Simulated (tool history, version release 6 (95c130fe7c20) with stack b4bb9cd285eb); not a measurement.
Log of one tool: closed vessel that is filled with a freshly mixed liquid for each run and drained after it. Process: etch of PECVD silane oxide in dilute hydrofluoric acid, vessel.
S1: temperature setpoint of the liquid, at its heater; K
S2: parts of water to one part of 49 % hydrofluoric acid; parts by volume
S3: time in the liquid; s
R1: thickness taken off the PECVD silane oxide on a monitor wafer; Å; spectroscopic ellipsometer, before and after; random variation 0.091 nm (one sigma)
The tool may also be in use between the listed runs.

run 1 hour=0.0 | S1=299.15 S2=220 S3=265 | R1=183.42
run 2 hour=3.2 | S1=298.15 S2=225 S3=265 | R1=172.59
run 3 hour=5.3 | S1=300.65 S2=225 S3=265 | R1=189.51
run 4 hour=13.7 | S1=299.15 S2=230 S3=265 | R1=177.32
run 5 hour=20.8 | S1=299.15 S2=230 S3=285 | R1=186.59
run 6 hour=24.5 | S1=298.15 S2=235 S3=285 | R1=176.72
run 7 hour=28.1 | S1=297.15 S2=240 S3=285 | R1=165.55
run 8 hour=32.3 | S1=296.15 S2=240 S3=285 | R1=159.44
run 9 hour=35.3 | S1=295.65 S2=240 S3=285 | R1=158.18

Forecast run 10:
run 10 hour=40.5 | S1=295.15 S2=245 S3=285 | R1=?

R1: 152.52 Å
